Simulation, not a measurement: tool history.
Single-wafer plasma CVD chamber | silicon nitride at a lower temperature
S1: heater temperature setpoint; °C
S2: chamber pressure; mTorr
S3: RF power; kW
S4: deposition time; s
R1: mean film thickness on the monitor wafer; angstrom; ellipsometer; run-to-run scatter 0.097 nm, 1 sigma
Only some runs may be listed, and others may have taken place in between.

| run | hour | S1 | S2 | S3 | S4 | R1 |
|---|---|---|---|---|---|---|
| 1 | 0.0 | 340 | 1070 | 0.370 | 19.7 | 239.31 |
| 2 | 8.4 | 340 | 1170 | 0.375 | 19.7 | 248.04 |
| 3 | 9.3 | 340 | 1170 | 0.375 | 20.3 | 253.85 |
| 4 | 17.6 | 345 | 1170 | 0.375 | 20.3 | 253.58 |
| 5 | 24.7 | 344 | 1220 | 0.375 | 20.3 | 256.38 |
| 6 | 29.1 | 339 | 1220 | 0.375 | 20.3 | 256.36 |

The next listed run, before its measurement:
| 7 | 31.7 | 339 | 1270 | 0.375 | 20.3 | ? |

Run 7 yielded R1 260.34 angstrom.
